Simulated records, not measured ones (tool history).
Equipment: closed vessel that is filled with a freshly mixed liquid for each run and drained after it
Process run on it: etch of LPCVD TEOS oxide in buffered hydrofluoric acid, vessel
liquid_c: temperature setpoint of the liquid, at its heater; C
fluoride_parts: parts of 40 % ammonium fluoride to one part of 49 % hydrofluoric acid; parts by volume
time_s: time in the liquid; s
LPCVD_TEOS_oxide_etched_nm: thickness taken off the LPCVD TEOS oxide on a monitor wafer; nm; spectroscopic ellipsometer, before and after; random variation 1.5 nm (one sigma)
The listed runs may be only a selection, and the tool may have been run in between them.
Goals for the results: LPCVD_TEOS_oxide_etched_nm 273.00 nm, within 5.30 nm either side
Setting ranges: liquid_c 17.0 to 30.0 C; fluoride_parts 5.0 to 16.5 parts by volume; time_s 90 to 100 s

run	hour	liquid_c	fluoride_parts	time_s	LPCVD_TEOS_oxide_etched_nm
1	0.0	22.0	10.0	90	169.64
2	7.9	20.5	10.0	90	156.80
3	13.6	20.5	10.0	100	173.14
4	20.9	20.5	10.0	90	155.00
5	24.3	23.0	10.0	90	178.74
6	26.7	23.0	10.0	100	197.93
7	31.4	24.5	10.0	100	216.64
8	34.8	25.5	10.0	100	226.91
9	37.2	26.5	10.0	100	241.88
10	39.3	27.0	10.0	100	246.79
11	46.3	27.5	10.0	100	255.37
12	55.1	28.0	10.0	100	258.30
13	56.8	28.5	10.0	100	267.42

Below are 4 possible settings for the next run. Only one of them brings all results inside the allowed miss of their targets. Which is it?
A	58.5	29.0	10.0	100	?
B	58.5	29.0	9.0	90	?
C	58.5	27.5	8.5	90	?
D	58.5	28.0	10.0	100	?

move	LPCVD_TEOS_oxide_etched_nm
A	273.47
B	262.96
C	258.40
D	259.37
A: hits every target within its allowed miss
B: moves away from the targets compared with the last run
C: moves away from the targets compared with the last run
D: moves away from the targets compared with the last run
The right move is A.
